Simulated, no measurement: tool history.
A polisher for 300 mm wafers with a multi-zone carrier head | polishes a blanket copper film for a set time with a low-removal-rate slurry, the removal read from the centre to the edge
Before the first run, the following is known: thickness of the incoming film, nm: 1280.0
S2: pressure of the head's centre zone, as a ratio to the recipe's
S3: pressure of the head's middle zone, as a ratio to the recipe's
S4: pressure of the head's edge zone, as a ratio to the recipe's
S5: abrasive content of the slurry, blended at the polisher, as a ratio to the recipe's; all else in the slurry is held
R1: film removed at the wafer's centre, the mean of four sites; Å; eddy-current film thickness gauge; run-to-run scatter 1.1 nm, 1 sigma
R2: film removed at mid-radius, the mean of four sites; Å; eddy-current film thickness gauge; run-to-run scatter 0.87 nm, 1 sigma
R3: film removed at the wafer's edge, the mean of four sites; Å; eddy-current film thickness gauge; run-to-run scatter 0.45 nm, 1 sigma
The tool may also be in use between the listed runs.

Run 1, hour 0.0: flow of slurry (ml/min) 275, S2 1.00, S3 1.00, S4 1.00, S5 1.00, polishing time (s) 35. Result: R1 1096.90 Å, R2 1083.70 Å, R3 1064.30 Å.
Run 2, hour 6.0: flow of slurry (ml/min) 275, S2 1.00, S3 1.00, S4 1.00, S5 1.00, polishing time (s) 41. Result: R1 1267.00 Å, R2 1229.80 Å, R3 1261.00 Å.
Run 3, hour 14.0: flow of slurry (ml/min) 270, S2 1.00, S3 0.98, S4 0.99, S5 0.95, polishing time (s) 39. Result: R1 1200.00 Å, R2 1171.20 Å, R3 1172.50 Å.
Run 4, hour 15.8: flow of slurry (ml/min) 270, S2 1.00, S3 0.93, S4 0.99, S5 0.95, polishing time (s) 39. Result: R1 1200.30 Å, R2 1121.70 Å, R3 1173.70 Å.
Run 5, hour 23.8: flow of slurry (ml/min) 265, S2 1.01, S3 0.92, S4 1.00, S5 0.90, polishing time (s) 37. Result: R1 1109.30 Å, R2 1022.30 Å, R3 1107.20 Å.
Run 6, hour 28.3: flow of slurry (ml/min) 265, S2 0.94, S3 0.92, S4 1.00, S5 0.90, polishing time (s) 37. Result: R1 1058.50 Å, R2 1050.60 Å, R3 1110.20 Å.
Run 7, hour 33.7: flow of slurry (ml/min) 265, S2 0.95, S3 0.91, S4 0.99, S5 0.85, polishing time (s) 36. Result: R1 1038.80 Å, R2 987.02 Å, R3 1055.60 Å.
Run 8, hour 34.7: flow of slurry (ml/min) 250, S2 0.94, S3 0.84, S4 0.89, S5 0.60, polishing time (s) 26. Result: R1 689.98 Å, R2 608.04 Å, R3 679.48 Å.
Run 9, hour 40.7: flow of slurry (ml/min) 255, S2 0.95, S3 0.84, S4 0.89, S5 0.60, polishing time (s) 26. Result: R1 683.90 Å, R2 637.30 Å, R3 680.41 Å.

Estimate the outcome of run 10 from the log above:
Run 10, hour 46.9: flow of slurry (ml/min) 255, S2 0.97, S3 0.84, S4 0.90, S5 0.60, polishing time (s) 26. Result: R1 ?, R2 ?, R3 ?.

R1: 705.79 Å
R2: 617.06 Å
R3: 680.36 Å
